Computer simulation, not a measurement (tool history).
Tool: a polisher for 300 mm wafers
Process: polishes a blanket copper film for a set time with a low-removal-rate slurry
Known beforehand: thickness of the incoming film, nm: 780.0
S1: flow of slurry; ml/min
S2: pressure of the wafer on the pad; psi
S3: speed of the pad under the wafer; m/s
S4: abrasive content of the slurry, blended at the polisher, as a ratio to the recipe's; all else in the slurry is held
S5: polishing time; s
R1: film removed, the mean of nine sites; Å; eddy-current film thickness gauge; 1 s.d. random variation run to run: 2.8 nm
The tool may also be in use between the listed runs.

run  hour   S1   S2   S3    S4  S5      R1
  1     0  205  3.2  1.3     1  90    3125
  2   7.5  205  3.2  1.3   1.1  90  3216.6
  3  14.8  205  3.1  1.3   1.1  90  3169.7
  4  20.3  205    3  1.3   1.1  90    3014
  5  21.2  205    3  1.3  0.95  90  2918.2
  6  28.8  205    3  1.3  0.85  90  2875.5
  7  30.9  205  2.9  1.3  0.85  90  2744.1

Expected results for the next run?
  8  35.6  205  2.7  1.3  0.85  90   ?

R1: 2630.9 Å

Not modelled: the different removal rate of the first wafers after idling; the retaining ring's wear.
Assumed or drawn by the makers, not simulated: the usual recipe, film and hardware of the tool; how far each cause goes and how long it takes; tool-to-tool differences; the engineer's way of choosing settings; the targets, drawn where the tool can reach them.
